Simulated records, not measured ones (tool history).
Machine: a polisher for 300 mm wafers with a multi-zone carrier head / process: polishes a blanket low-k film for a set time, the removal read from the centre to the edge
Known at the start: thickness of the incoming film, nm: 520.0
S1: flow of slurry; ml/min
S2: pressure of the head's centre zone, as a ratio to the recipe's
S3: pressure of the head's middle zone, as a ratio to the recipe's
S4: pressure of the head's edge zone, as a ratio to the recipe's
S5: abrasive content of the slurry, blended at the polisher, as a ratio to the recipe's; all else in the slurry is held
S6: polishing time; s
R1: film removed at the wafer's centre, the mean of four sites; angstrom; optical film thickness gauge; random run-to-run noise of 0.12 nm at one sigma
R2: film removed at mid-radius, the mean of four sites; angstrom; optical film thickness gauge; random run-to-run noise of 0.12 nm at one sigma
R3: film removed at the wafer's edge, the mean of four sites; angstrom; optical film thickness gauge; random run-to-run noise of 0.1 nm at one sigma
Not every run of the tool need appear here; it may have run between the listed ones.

| run | hour | S1 | S2 | S3 | S4 | S5 | S6 | R1 | R2 | R3 |
|---|---|---|---|---|---|---|---|---|---|---|
| 1 | 0.0 | 170 | 1.00 | 1.00 | 1.00 | 1.0 | 36 | 106.930 | 106.270 | 106.300 |
| 2 | 3.2 | 170 | 1.00 | 1.00 | 1.00 | 1.0 | 32 | 97.040 | 93.933 | 91.867 |
| 3 | 8.9 | 170 | 1.00 | 1.00 | 1.04 | 1.0 | 32 | 96.384 | 92.958 | 94.616 |
| 4 | 11.1 | 170 | 0.94 | 1.00 | 1.04 | 1.0 | 32 | 89.734 | 93.371 | 95.296 |
| 5 | 19.5 | 170 | 0.95 | 1.00 | 1.03 | 1.0 | 32 | 91.211 | 94.573 | 94.999 |
| 6 | 25.9 | 170 | 0.96 | 1.00 | 1.02 | 1.0 | 32 | 91.287 | 95.083 | 94.590 |

The next listed run, before its measurement:
| 7 | 31.7 | 170 | 0.97 | 1.00 | 1.01 | 1.0 | 32 | ? | ? | ? |

{"run 7": {"R1": 93.1, "R2": 96.018, "R3": 93.072}}
